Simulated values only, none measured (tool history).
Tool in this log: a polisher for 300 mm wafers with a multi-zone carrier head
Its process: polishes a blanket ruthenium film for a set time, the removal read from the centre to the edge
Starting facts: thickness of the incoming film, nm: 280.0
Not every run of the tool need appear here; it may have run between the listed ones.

| run | day | flow of slurry (ml/min) | pressure of the head's centre zone | pressure of the head's middle zone | pressure of the head's edge zone | polishing time (s) | film removed at the wafer's centre (nm) | film removed at mid-radius (nm) | film removed at the wafer's edge (nm) |
|---|---|---|---|---|---|---|---|---|---|
| 1 | 0 | 285 | 1 | 1 | 1 | 81 | 45.871 | 45.705 | 44.776 |
| 2 | 0.104 | 285 | 1.08 | 1 | 1 | 81 | 46.445 | 45.683 | 45.215 |
| 3 | 0.229 | 285 | 1.16 | 1 | 1 | 81 | 49.252 | 45.484 | 46.19 |
| 4 | 0.542 | 265 | 1.11 | 0.98 | 1.06 | 81 | 47.14 | 44.41 | 46.254 |
| 5 | 0.888 | 265 | 1.11 | 0.98 | 1.13 | 81 | 48.155 | 44.029 | 47.277 |
| 6 | 1.212 | 265 | 1.11 | 0.98 | 1.13 | 95 | 56.424 | 51.175 | 56.273 |

The next listed run, before its measurement:
| 7 | 1.538 | 250 | 1.04 | 0.95 | 1.13 | 93 | ? | ? | ? |

film removed at the wafer's centre (nm): 51.196
film removed at mid-radius (nm): 48.741
film removed at the wafer's edge (nm): 54.47
